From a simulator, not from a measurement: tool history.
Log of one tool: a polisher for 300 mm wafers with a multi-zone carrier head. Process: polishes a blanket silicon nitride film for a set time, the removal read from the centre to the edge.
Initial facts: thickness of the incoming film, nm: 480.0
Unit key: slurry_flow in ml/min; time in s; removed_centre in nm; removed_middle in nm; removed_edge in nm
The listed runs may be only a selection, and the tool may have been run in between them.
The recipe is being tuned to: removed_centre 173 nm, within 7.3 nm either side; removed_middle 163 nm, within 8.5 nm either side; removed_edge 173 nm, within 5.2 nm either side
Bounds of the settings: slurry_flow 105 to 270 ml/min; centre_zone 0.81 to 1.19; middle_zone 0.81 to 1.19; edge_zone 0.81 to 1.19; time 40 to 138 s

run	hour	slurry_flow	centre_zone	middle_zone	edge_zone	time	removed_centre	removed_middle	removed_edge
1	0	175	1	1	1	88	133.87	130.39	129.57
2	5.8	180	1.01	1	1.04	92	141.65	137.31	140.09
3	9.4	180	1.01	0.94	1.04	92	139.47	134.63	141.88
4	13	190	1.02	0.95	1.06	94	145.54	139.41	146.08
# hour 17.4: worn pad replaced by a new one
5	17.4	195	1.03	0.96	1.08	96	165.07	156.27	162
6	18	195	1.03	0.96	1.08	107	183.8	175.91	184.38
7	26	190	1.03	0.96	1.07	107	188.37	172.52	179.21
8	28	185	1.02	0.96	1.07	107	181.84	166.1	177.7
9	28.9	185	1.01	0.97	1.07	107	181.22	174.16	180.03
10	29.8	180	1.01	0.97	1.07	107	177.37	171.5	180

Next run, 5 choices. One meets every target within its allowed miss, the rest don't. Which?
A	30.7	115	0.99	0.89	1.19	116	?	?	?
B	30.7	150	0.95	0.9	1.06	112	?	?	?
C	30.7	230	0.98	0.91	1.06	102	?	?	?
D	30.7	175	0.99	1.04	1.15	106	?	?	?
E	30.7	155	1.09	0.88	1.13	100	?	?	?

move	removed_centre	removed_middle	removed_edge
A	164.34	159.44	187.86
B	164.45	166.07	179.35
C	167.71	163.89	172.35
D	168.05	178.45	180.61
E	169.95	147.03	166.26
A: further off than the last run
B: nearer than the last run, and not there yet
C: every result within its allowed miss
D: further off than the last run
E: takes the result that was furthest off past its target
Move C is the one to make.
